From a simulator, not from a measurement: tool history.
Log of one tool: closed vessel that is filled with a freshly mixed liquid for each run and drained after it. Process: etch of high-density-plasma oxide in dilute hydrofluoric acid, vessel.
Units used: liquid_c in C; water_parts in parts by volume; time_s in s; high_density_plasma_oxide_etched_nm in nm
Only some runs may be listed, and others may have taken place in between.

| run | hour | liquid_c | water_parts | time_s | high_density_plasma_oxide_etched_nm |
|---|---|---|---|---|---|
| 1 | 0.0 | 24.0 | 45 | 140 | 17.7510 |
| 2 | 5.1 | 24.0 | 45 | 110 | 14.0690 |
| 3 | 11.3 | 24.0 | 55 | 110 | 11.1810 |
| 4 | 17.4 | 21.5 | 55 | 110 | 10.0920 |
| 5 | 21.2 | 24.0 | 55 | 110 | 11.4390 |
| 6 | 23.8 | 20.5 | 55 | 110 | 9.7678 |
| 7 | 29.0 | 22.5 | 55 | 110 | 10.6430 |
| 8 | 31.8 | 26.5 | 40 | 110 | 17.6470 |
| 9 | 36.4 | 27.5 | 40 | 110 | 18.4420 |

What will run 10 give?
| 10 | 40.4 | 28.0 | 40 | 110 | ? |

Run 10 came out at high_density_plasma_oxide_etched_nm 18.6950 nm.
